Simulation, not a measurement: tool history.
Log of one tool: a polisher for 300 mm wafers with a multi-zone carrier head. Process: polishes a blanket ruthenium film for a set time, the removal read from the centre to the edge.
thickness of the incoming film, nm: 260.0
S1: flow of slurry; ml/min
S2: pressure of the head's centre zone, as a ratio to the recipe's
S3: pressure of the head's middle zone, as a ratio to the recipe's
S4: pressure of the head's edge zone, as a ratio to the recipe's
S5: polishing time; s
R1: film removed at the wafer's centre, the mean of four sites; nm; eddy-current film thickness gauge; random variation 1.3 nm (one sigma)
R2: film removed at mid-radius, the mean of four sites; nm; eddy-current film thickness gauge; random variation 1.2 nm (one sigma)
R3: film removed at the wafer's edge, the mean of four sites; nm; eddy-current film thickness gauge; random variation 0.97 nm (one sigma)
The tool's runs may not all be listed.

Run 1, hour 0.0: S1 250 ml/min, S2 1.00, S3 1.00, S4 1.00, S5 70 s. Result: R1 74.893 nm, R2 75.908 nm, R3 77.564 nm.
Run 2, hour 1.3: S1 250 ml/min, S2 1.00, S3 1.00, S4 1.05, S5 70 s. Result: R1 73.544 nm, R2 77.116 nm, R3 79.052 nm.
Run 3, hour 8.6: S1 250 ml/min, S2 1.00, S3 1.00, S4 1.02, S5 70 s. Result: R1 75.010 nm, R2 79.581 nm, R3 78.660 nm.
Run 4, hour 14.9: S1 250 ml/min, S2 1.00, S3 0.92, S4 1.02, S5 70 s. Result: R1 73.257 nm, R2 72.290 nm, R3 78.581 nm.
Run 5, hour 16.0: S1 225 ml/min, S2 1.00, S3 0.92, S4 1.02, S5 70 s. Result: R1 72.289 nm, R2 72.134 nm, R3 77.527 nm.
Run 6, hour 23.5: S1 170 ml/min, S2 1.00, S3 0.92, S4 1.02, S5 70 s. Result: R1 70.706 nm, R2 67.579 nm, R3 74.006 nm.
Run 7, hour 30.4: S1 170 ml/min, S2 1.00, S3 0.92, S4 1.02, S5 70 s. Result: R1 69.124 nm, R2 69.136 nm, R3 74.770 nm.
Run 8, hour 33.4: S1 205 ml/min, S2 1.03, S3 0.98, S4 1.05, S5 73 s. Result: R1 76.755 nm, R2 76.382 nm, R3 80.980 nm.

The next listed run, before its measurement:
Run 9, hour 42.1: S1 240 ml/min, S2 1.05, S3 1.03, S4 1.05, S5 74 s. Result: R1 ?, R2 ?, R3 ?.

Run 9 gave R1 80.005 nm, R2 82.952 nm, R3 84.279 nm.
